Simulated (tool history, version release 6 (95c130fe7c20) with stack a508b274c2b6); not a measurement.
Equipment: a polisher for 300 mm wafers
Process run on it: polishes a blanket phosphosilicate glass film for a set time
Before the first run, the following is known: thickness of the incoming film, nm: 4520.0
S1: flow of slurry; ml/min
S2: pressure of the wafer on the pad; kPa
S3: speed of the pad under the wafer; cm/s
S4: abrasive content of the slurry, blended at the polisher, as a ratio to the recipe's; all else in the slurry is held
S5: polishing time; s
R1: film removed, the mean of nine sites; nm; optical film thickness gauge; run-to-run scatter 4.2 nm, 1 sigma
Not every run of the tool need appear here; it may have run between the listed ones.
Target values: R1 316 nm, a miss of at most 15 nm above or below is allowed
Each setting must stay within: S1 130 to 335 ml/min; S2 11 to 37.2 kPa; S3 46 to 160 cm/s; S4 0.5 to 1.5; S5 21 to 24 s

run 1 hour=0 | S1=215 S2=24.1 S3=102 S4=1 S5=24 | R1=152.07
run 2 hour=5 | S1=215 S2=27.6 S3=108 S4=1 S5=24 | R1=174.57
run 3 hour=11.6 | S1=215 S2=29.6 S3=118 S4=1 S5=24 | R1=192.22
run 4 hour=12.8 | S1=215 S2=29.6 S3=118 S4=0.85 S5=24 | R1=167.78
run 5 hour=19.1 | S1=215 S2=31.7 S3=128 S4=0.9 S5=24 | R1=194.23
run 6 hour=27 | S1=215 S2=31.7 S3=128 S4=0.9 S5=21 | R1=171.74
run 7 hour=31.3 | S1=215 S2=33.1 S3=134 S4=1 S5=21 | R1=194.15
run 8 hour=32 | S1=215 S2=33.1 S3=134 S4=1 S5=21 | R1=194.16
run 9 hour=35.9 | S1=215 S2=33.8 S3=138 S4=1.1 S5=22 | R1=224.62
run 10 hour=38.8 | S1=215 S2=34.5 S3=142 S4=1.15 S5=22 | R1=242.01
run 11 hour=46.7 | S1=215 S2=37.2 S3=160 S4=1.2 S5=22 | R1=285.58
run 12 hour=50.2 | S1=215 S2=37.2 S3=160 S4=1.25 S5=22 | R1=284.71
run 13 hour=54 | S1=215 S2=37.2 S3=160 S4=1.3 S5=22 | R1=294.82

Which one of the following 5 next-run settings gets every result inside its allowed miss? There is exactly one.
run A hour=57.8 | S1=170 S2=37.2 S3=160 S4=1.4 S5=21 | R1=?
run B hour=57.8 | S1=195 S2=36.5 S3=152 S4=1.35 S5=22 | R1=?
run C hour=57.8 | S1=240 S2=35.9 S3=160 S4=1.4 S5=24 | R1=?
run D hour=57.8 | S1=150 S2=37.2 S3=160 S4=1.25 S5=22 | R1=?
run E hour=57.8 | S1=205 S2=33.1 S3=156 S4=1.4 S5=24 | R1=?

move=A R1=270.67
move=B R1=269.03
move=C R1=313.54
move=D R1=262.15
move=E R1=283.51
A: moves away from the targets compared with the last run
B: moves away from the targets compared with the last run
C: in spec on every target
D: moves away from the targets compared with the last run
E: moves away from the targets compared with the last run
C is the move that brings every result within its allowed miss.
